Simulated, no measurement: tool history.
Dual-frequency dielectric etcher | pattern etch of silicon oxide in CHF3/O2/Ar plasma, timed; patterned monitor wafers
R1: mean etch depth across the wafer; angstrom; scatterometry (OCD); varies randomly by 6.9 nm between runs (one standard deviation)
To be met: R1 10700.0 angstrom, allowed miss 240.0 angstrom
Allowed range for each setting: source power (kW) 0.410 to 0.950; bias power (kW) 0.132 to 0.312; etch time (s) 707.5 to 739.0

{"run": 1, "hour": 0.0, "source power (kW)": 0.68, "bias power (kW)": 0.222, "etch time (s)": 707.5, "R1": 15773.0}
{"run": 2, "hour": 4.0, "source power (kW)": 0.61, "bias power (kW)": 0.222, "etch time (s)": 707.5, "R1": 14664.0}
{"run": 3, "hour": 5.1, "source power (kW)": 0.61, "bias power (kW)": 0.196, "etch time (s)": 707.5, "R1": 13692.0}
{"run": 4, "hour": 8.6, "source power (kW)": 0.71, "bias power (kW)": 0.196, "etch time (s)": 707.5, "R1": 15072.0}
{"run": 5, "hour": 10.4, "source power (kW)": 0.71, "bias power (kW)": 0.196, "etch time (s)": 707.5, "R1": 14845.0}
{"run": 6, "hour": 14.8, "source power (kW)": 0.71, "bias power (kW)": 0.218, "etch time (s)": 707.5, "R1": 15980.0}
{"run": 7, "hour": 21.4, "source power (kW)": 0.63, "bias power (kW)": 0.205, "etch time (s)": 707.5, "R1": 14444.0}
{"run": 8, "hour": 23.6, "source power (kW)": 0.49, "bias power (kW)": 0.16, "etch time (s)": 707.5, "R1": 10367.0}
{"run": 9, "hour": 29.2, "source power (kW)": 0.49, "bias power (kW)": 0.16, "etch time (s)": 707.5, "R1": 10340.0}

Which one of the following 5 next-run settings gets every result inside its allowed miss? There is exactly one.
{"run": "A", "hour": 34.8, "source power (kW)": 0.46, "bias power (kW)": 0.154, "etch time (s)": 707.5, "R1": "?"}
{"run": "B", "hour": 34.8, "source power (kW)": 0.45, "bias power (kW)": 0.155, "etch time (s)": 739.0, "R1": "?"}
{"run": "C", "hour": 34.8, "source power (kW)": 0.45, "bias power (kW)": 0.153, "etch time (s)": 739.0, "R1": "?"}
{"run": "D", "hour": 34.8, "source power (kW)": 0.46, "bias power (kW)": 0.159, "etch time (s)": 724.5, "R1": "?"}
{"run": "E", "hour": 34.8, "source power (kW)": 0.55, "bias power (kW)": 0.139, "etch time (s)": 739.0, "R1": "?"}

move=A R1=9489.3
move=B R1=9776.3
move=C R1=9688.6
move=D R1=9932.2
move=E R1=10561.0
A: moves away from the targets compared with the last run
B: moves away from the targets compared with the last run
C: moves away from the targets compared with the last run
D: moves away from the targets compared with the last run
E: every result lands within tolerance
The right move is E.
